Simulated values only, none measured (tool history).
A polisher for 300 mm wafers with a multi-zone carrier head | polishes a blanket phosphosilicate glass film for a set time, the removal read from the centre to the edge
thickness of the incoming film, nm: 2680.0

| run | hour | flow of slurry (ml/min) | pressure of the head's centre zone | pressure of the head's middle zone | pressure of the head's edge zone | abrasive content of the slurry | polishing time (s) | film removed at the wafer's centre (nm) | film removed at mid-radius (nm) | film removed at the wafer's edge (nm) |
|---|---|---|---|---|---|---|---|---|---|---|
| 1 | 0.0 | 135 | 1.00 | 1.00 | 1.00 | 1.0 | 83 | 603.83 | 592.49 | 594.49 |
| 2 | 8.1 | 160 | 1.00 | 1.00 | 1.00 | 1.0 | 83 | 636.69 | 628.51 | 612.03 |
| 3 | 11.9 | 160 | 1.00 | 1.00 | 1.00 | 1.0 | 95 | 715.15 | 703.24 | 700.36 |
| 4 | 14.2 | 145 | 0.97 | 1.02 | 1.01 | 1.0 | 95 | 691.46 | 691.80 | 688.04 |
| 5 | 19.4 | 145 | 0.92 | 1.02 | 1.01 | 1.0 | 95 | 669.92 | 697.44 | 703.57 |
| 6 | 21.6 | 145 | 0.92 | 1.02 | 0.98 | 1.0 | 95 | 671.96 | 690.33 | 687.79 |
| 7 | 29.2 | 135 | 0.89 | 1.04 | 0.99 | 1.0 | 95 | 642.97 | 704.75 | 682.20 |

Forecast run 8:
| 8 | 36.5 | 130 | 0.87 | 1.04 | 1.00 | 1.0 | 95 | ? | ? | ? |

Run 8 gave film removed at the wafer's centre (nm) 635.64, film removed at mid-radius (nm) 699.40, film removed at the wafer's edge (nm) 676.53.
